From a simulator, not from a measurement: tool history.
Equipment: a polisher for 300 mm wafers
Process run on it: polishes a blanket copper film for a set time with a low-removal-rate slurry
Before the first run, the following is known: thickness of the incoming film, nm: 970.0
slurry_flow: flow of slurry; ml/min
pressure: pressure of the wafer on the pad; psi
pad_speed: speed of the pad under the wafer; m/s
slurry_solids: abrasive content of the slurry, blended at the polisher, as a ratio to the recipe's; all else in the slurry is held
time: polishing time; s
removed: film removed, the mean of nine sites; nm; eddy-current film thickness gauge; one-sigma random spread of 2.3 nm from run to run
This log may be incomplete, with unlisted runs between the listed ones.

| run | hour | slurry_flow | pressure | pad_speed | slurry_solids | time | removed |
|---|---|---|---|---|---|---|---|
| 1 | 0.0 | 180 | 3.3 | 0.96 | 1.0 | 94 | 255.34 |
| 2 | 0.6 | 180 | 2.9 | 0.96 | 1.0 | 94 | 229.85 |
| 3 | 7.7 | 180 | 2.9 | 0.96 | 0.8 | 94 | 219.76 |
| 4 | 16.7 | 180 | 2.6 | 0.96 | 0.8 | 94 | 199.82 |
| 5 | 22.1 | 180 | 2.6 | 0.96 | 0.8 | 94 | 199.45 |
| 6 | 23.3 | 180 | 3.4 | 0.96 | 0.8 | 94 | 257.85 |
| 7 | 29.4 | 180 | 3.0 | 0.96 | 0.8 | 94 | 226.23 |

Predict the results of run 8:
| 8 | 37.7 | 180 | 2.7 | 0.96 | 0.8 | 94 | ? |

Run 8 gave removed 201.27 nm.
